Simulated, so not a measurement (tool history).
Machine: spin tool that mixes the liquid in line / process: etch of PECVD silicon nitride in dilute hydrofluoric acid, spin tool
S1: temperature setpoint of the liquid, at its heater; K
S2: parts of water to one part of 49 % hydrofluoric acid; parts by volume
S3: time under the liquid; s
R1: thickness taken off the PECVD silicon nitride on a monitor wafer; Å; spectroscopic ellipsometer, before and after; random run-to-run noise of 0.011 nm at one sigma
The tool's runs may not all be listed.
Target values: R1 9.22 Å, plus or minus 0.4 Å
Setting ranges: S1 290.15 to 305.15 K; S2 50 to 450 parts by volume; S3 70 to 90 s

| run | day | S1 | S2 | S3 | R1 |
|---|---|---|---|---|---|
| 1 | 0 | 297.15 | 250 | 90 | 14.396 |
| 2 | 0.146 | 296.15 | 250 | 90 | 13.053 |
| 3 | 0.217 | 296.15 | 250 | 90 | 13.138 |
| 4 | 0.579 | 296.15 | 250 | 70 | 10.518 |
| 5 | 0.808 | 296.15 | 250 | 90 | 13.639 |
| 6 | 0.992 | 296.15 | 250 | 90 | 13.305 |
| 7 | 1.321 | 295.65 | 250 | 90 | 13.109 |
| 8 | 1.683 | 295.15 | 255 | 90 | 12.397 |

Which single option among these 4 for the next run brings every result within its allowed miss of target? Just one does.
| A | 2.046 | 297.15 | 295 | 70 | ? |
| B | 2.046 | 295.15 | 240 | 70 | ? |
| C | 2.046 | 292.15 | 260 | 70 | ? |
| D | 2.046 | 293.65 | 275 | 85 | ? |

| move | R1 |
|---|---|
| A | 9.2877 |
| B | 10.038 |
| C | 7.6493 |
| D | 9.6954 |
A: in spec on every target
B: an improvement on the last run, though not all results are within tolerance
C: takes the result that was furthest off past its target
D: an improvement on the last run, though not all results are within tolerance
The right move is A.
